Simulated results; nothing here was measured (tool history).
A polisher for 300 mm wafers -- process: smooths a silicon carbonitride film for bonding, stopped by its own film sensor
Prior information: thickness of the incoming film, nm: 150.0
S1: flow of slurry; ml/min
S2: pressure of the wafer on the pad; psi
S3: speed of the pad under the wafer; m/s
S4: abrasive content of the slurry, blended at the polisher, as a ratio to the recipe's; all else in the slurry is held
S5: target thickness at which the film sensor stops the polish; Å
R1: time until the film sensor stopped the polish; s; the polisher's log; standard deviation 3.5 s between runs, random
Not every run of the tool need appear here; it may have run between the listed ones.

run,hour,S1,S2,S3,S4,S5,R1
1,0,150,1.9,1.04,1,1160,181.79
2,8.5,150,1.9,1.04,1,1160,182.77
3,16.8,150,1.9,1.04,1,1160,181.67
4,22.1,150,1.5,1.04,1,1160,223.33
5,26.6,150,1.4,1.02,1,1160,231.58
6,29.9,115,1.4,1.02,1,1160,254.33
7,38.9,110,1.3,1.02,1,1160,272.5

Expected results for the next run?
8,43.3,110,1.3,1.02,1,1160,?

Run 8 measured R1 265.67 s.

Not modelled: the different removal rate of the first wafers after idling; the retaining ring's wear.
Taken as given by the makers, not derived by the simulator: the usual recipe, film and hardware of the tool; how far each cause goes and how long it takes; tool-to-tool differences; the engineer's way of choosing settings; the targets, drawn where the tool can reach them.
